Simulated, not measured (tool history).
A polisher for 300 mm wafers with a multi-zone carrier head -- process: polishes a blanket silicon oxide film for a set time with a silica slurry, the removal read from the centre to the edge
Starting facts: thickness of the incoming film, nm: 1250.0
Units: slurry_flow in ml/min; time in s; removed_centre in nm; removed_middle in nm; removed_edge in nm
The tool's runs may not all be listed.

{"run": 1, "hour": 0.0, "slurry_flow": 255, "centre_zone": 1, "middle_zone": 1, "edge_zone": 1, "slurry_solids": 1, "time": 51, "removed_centre": 190.91, "removed_middle": 188.37, "removed_edge": 189.43}
{"run": 2, "hour": 1.5, "slurry_flow": 250, "centre_zone": 0.98, "middle_zone": 1, "edge_zone": 0.98, "slurry_solids": 0.9, "time": 50, "removed_centre": 175.42, "removed_middle": 176.52, "removed_edge": 175.99}
{"run": 3, "hour": 9.1, "slurry_flow": 250, "centre_zone": 0.98, "middle_zone": 1, "edge_zone": 0.98, "slurry_solids": 1, "time": 50, "removed_centre": 184.03, "removed_middle": 183.66, "removed_edge": 187.43}
{"run": 4, "hour": 12.1, "slurry_flow": 255, "centre_zone": 0.97, "middle_zone": 1, "edge_zone": 0.97, "slurry_solids": 0.9, "time": 48, "removed_centre": 166.37, "removed_middle": 166.47, "removed_edge": 170.55}
{"run": 5, "hour": 13.0, "slurry_flow": 245, "centre_zone": 0.96, "middle_zone": 1.01, "edge_zone": 0.95, "slurry_solids": 0.85, "time": 47, "removed_centre": 156.58, "removed_middle": 161.18, "removed_edge": 162.44}
{"run": 6, "hour": 17.4, "slurry_flow": 245, "centre_zone": 0.96, "middle_zone": 1.01, "edge_zone": 0.95, "slurry_solids": 1, "time": 47, "removed_centre": 170.52, "removed_middle": 174.3, "removed_edge": 173.24}
{"run": 7, "hour": 23.8, "slurry_flow": 240, "centre_zone": 0.95, "middle_zone": 1.02, "edge_zone": 0.93, "slurry_solids": 0.9, "time": 46, "removed_centre": 156.15, "removed_middle": 162.58, "removed_edge": 158.11}
{"hour": 30.5, "done": "worn pad replaced by a new one"}
{"run": 8, "hour": 30.5, "slurry_flow": 240, "centre_zone": 0.95, "middle_zone": 1.02, "edge_zone": 0.93, "slurry_solids": 0.9, "time": 46, "removed_centre": 167.96, "removed_middle": 172.5, "removed_edge": 170.89}
{"run": 9, "hour": 39.4, "slurry_flow": 250, "centre_zone": 0.97, "middle_zone": 1.04, "edge_zone": 0.97, "slurry_solids": 0.85, "time": 45, "removed_centre": 161.28, "removed_middle": 167.58, "removed_edge": 163.63}
{"run": 10, "hour": 46.6, "slurry_flow": 240, "centre_zone": 0.96, "middle_zone": 1.04, "edge_zone": 0.94, "slurry_solids": 0.8, "time": 44, "removed_centre": 149.46, "removed_middle": 157.48, "removed_edge": 152.93}
{"run": 11, "hour": 52.4, "slurry_flow": 235, "centre_zone": 0.95, "middle_zone": 1.04, "edge_zone": 0.92, "slurry_solids": 0.75, "time": 43, "removed_centre": 141.57, "removed_middle": 148.6, "removed_edge": 141.56}

Run 12 is up next; what results do you expect?
{"run": 12, "hour": 61.0, "slurry_flow": 225, "centre_zone": 0.93, "middle_zone": 1.03, "edge_zone": 0.9, "slurry_solids": 0.7, "time": 43, "removed_centre": "?", "removed_middle": "?", "removed_edge": "?"}

{"run 12": {"removed_centre": 132, "removed_middle": 142.94, "removed_edge": 134.1}}
